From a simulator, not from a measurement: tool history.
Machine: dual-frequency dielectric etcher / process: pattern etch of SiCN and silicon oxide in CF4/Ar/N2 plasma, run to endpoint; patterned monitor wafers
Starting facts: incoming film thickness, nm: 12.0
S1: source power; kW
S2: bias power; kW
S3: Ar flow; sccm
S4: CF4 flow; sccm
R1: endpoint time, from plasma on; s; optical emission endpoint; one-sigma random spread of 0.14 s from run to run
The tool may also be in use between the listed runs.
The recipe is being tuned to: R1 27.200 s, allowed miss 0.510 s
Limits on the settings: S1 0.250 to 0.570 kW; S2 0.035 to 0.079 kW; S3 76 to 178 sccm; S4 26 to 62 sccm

run,hour,S1,S2,S3,S4,R1
1,0.0,0.410,0.057,127,44,18.340
2,3.3,0.410,0.048,127,44,19.484
3,10.0,0.370,0.048,127,44,21.276
4,16.8,0.340,0.048,127,44,22.820
5,22.8,0.340,0.048,144,44,23.434
6,28.2,0.340,0.048,144,48,23.274
7,36.5,0.260,0.047,144,48,29.334
8,40.1,0.270,0.047,144,48,28.346

Which single option among these 4 for the next run brings every result within its allowed miss of target? Just one does.
A,43.7,0.300,0.038,144,48,?
B,43.7,0.270,0.044,139,48,?
C,43.7,0.290,0.048,136,49,?
D,43.7,0.250,0.053,122,50,?

move,R1
A,28.297
B,29.003
C,26.178
D,27.578
A: no nearer and no further than the last run
B: the biggest miss grows against the last run
C: moves the result that the last run missed by most past its target, out the other side
D: every result lands within tolerance
D meets every target.

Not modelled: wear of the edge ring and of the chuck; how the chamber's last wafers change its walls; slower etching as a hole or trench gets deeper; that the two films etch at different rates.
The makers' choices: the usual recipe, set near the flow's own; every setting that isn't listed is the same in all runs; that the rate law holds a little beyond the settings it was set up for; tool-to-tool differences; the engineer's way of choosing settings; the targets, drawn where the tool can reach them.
